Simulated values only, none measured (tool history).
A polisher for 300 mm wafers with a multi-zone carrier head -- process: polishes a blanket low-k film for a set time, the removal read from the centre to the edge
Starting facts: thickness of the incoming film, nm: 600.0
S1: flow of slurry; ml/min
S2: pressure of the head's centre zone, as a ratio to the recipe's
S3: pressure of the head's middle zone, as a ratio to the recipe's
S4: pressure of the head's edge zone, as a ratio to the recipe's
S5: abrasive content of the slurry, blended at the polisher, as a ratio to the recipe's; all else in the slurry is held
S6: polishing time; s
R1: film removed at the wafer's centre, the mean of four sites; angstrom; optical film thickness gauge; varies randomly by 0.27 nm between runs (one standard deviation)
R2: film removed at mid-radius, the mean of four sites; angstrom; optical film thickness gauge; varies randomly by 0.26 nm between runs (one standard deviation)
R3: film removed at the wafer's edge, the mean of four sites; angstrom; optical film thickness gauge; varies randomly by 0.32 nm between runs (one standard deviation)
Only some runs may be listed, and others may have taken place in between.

run	hour	S1	S2	S3	S4	S5	S6	R1	R2	R3
1	0	135	1	1	1	1	49	274.96	272.85	273.27
2	8.4	135	1	1	1	1	38	214.65	213.09	213.21
3	12.2	135	1	0.95	1	1	38	215.26	204.94	209.56
4	14.2	140	1.02	0.97	1.02	1.05	38	224.32	210.59	217.49
5	15.5	145	1.03	0.99	1.03	1.1	39	232.41	226.92	228.98
# hour 22.2: worn pad replaced by a new one
6	22.2	145	0.95	0.99	1.03	1.1	39	245.65	250.42	247.92
7	28.7	180	0.94	0.91	0.94	1.35	44	306.95	294.01	300.15
8	36.7	180	0.94	0.91	0.94	1.35	44	303.03	290.55	302.58

Predict the results of run 9:
9	44.3	180	0.95	0.92	0.95	1.35	44	?	?	?

Run 9 yielded R1 307.43 angstrom, R2 292.59 angstrom, R3 298.9 angstrom.

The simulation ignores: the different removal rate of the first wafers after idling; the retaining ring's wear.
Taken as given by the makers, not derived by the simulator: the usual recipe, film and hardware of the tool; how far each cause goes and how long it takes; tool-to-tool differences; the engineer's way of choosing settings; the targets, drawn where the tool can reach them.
